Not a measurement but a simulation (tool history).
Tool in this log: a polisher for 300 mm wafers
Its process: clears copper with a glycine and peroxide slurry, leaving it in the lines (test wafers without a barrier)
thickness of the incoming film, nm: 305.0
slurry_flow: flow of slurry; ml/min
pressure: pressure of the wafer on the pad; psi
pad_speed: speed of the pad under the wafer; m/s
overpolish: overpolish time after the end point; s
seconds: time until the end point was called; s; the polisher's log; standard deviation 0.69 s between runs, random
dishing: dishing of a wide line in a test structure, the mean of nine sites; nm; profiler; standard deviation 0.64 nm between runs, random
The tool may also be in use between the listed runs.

run 1 hour=0.0 | slurry_flow=285 pressure=2.1 pad_speed=0.94 overpolish=20 | seconds=66.654 dishing=39.590
run 2 hour=1.9 | slurry_flow=285 pressure=1.9 pad_speed=0.94 overpolish=20 | seconds=71.920 dishing=38.092
run 3 hour=6.6 | slurry_flow=285 pressure=1.8 pad_speed=0.94 overpolish=21 | seconds=76.244 dishing=39.190
run 4 hour=10.3 | slurry_flow=280 pressure=1.7 pad_speed=0.94 overpolish=23 | seconds=79.012 dishing=38.635
run 5 hour=17.0 | slurry_flow=280 pressure=1.7 pad_speed=0.74 overpolish=23 | seconds=91.139 dishing=36.564
run 6 hour=21.7 | slurry_flow=280 pressure=1.7 pad_speed=0.74 overpolish=24 | seconds=93.539 dishing=37.289
run 7 hour=26.8 | slurry_flow=280 pressure=1.7 pad_speed=0.74 overpolish=24 | seconds=92.476 dishing=37.212

Run 8 is up next; what results do you expect?
run 8 hour=30.2 | slurry_flow=280 pressure=1.8 pad_speed=0.74 overpolish=24 | seconds=? dishing=?

seconds: 89.622 s
dishing: 38.579 nm

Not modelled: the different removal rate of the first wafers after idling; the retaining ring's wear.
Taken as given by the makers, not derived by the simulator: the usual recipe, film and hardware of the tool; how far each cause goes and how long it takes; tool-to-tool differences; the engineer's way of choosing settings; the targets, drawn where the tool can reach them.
